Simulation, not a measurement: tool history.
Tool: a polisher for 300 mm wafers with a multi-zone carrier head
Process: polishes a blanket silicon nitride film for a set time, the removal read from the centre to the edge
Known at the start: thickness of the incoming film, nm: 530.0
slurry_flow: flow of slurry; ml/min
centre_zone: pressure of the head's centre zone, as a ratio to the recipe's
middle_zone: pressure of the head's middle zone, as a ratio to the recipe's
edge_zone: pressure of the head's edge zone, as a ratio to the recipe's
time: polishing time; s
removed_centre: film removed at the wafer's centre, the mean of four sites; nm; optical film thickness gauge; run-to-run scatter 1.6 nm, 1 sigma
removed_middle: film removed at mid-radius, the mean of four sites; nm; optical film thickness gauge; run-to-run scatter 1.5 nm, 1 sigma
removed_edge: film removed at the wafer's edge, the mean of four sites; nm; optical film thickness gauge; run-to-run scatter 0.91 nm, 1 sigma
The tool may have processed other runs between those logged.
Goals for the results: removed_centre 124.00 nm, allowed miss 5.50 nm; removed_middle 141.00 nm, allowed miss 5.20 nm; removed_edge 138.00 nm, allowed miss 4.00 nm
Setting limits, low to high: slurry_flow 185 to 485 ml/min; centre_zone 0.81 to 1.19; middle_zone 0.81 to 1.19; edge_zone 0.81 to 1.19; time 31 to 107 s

run	hour	slurry_flow	centre_zone	middle_zone	edge_zone	time	removed_centre	removed_middle	removed_edge
1	0.0	310	1.00	1.00	1.00	69	120.46	121.53	123.10
2	3.4	310	0.96	1.00	1.00	69	120.86	120.32	122.84
3	4.9	310	0.96	1.00	1.08	69	115.30	119.76	126.97
4	9.5	310	1.02	1.00	1.08	69	123.04	118.24	126.18
5	11.5	310	1.02	1.00	1.15	69	126.56	119.08	131.67
6	19.0	310	1.07	1.00	1.15	69	129.51	119.56	131.43
7	26.4	315	1.04	1.04	1.16	70	129.76	125.38	134.65
8	29.2	315	1.04	1.04	1.16	70	129.80	124.99	133.48

Next run, 4 choices. One meets every target within its allowed miss, the rest don't. Which?
A	32.0	380	0.94	1.04	1.03	72	?	?	?
B	32.0	290	0.96	1.12	1.12	74	?	?	?
C	32.0	295	1.10	1.09	1.10	71	?	?	?
D	32.0	425	1.05	1.08	1.07	74	?	?	?

move	removed_centre	removed_middle	removed_edge
A	125.63	133.67	132.06
B	128.24	142.58	138.60
C	141.39	133.81	132.01
D	145.77	143.00	139.16
A: an improvement on the last run, though not all results are within tolerance
B: each result inside its tolerance
C: as far off as the last run
D: the worst result of the last run now meets its target, but another is out of spec
So the answer is move B, the one that meets all the targets.
